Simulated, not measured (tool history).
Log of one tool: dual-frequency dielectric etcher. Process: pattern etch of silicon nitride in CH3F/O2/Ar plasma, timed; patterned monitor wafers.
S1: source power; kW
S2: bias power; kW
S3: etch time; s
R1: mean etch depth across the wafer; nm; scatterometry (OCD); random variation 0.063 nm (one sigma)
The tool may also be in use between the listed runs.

| run | hour | S1 | S2 | S3 | R1 |
|---|---|---|---|---|---|
| 1 | 0.0 | 0.320 | 0.055 | 29.0 | 18.391 |
| 2 | 7.6 | 0.370 | 0.055 | 29.0 | 19.397 |
| 3 | 14.3 | 0.380 | 0.056 | 29.0 | 19.695 |
| 4 | 21.0 | 0.390 | 0.057 | 29.0 | 19.976 |
| 5 | 27.5 | 0.400 | 0.058 | 29.0 | 20.363 |
| 6 | 28.5 | 0.400 | 0.058 | 26.0 | 18.155 |
| 7 | 36.9 | 0.410 | 0.061 | 26.5 | 18.981 |
| 8 | 43.2 | 0.420 | 0.064 | 27.0 | 19.880 |
| 9 | 47.4 | 0.420 | 0.066 | 27.0 | 19.982 |
| 10 | 53.8 | 0.420 | 0.068 | 27.5 | 20.524 |

Run 11 comes next. What will it give?
| 11 | 56.8 | 0.420 | 0.069 | 27.5 | ? |

{"run 11": {"R1": 20.8}}
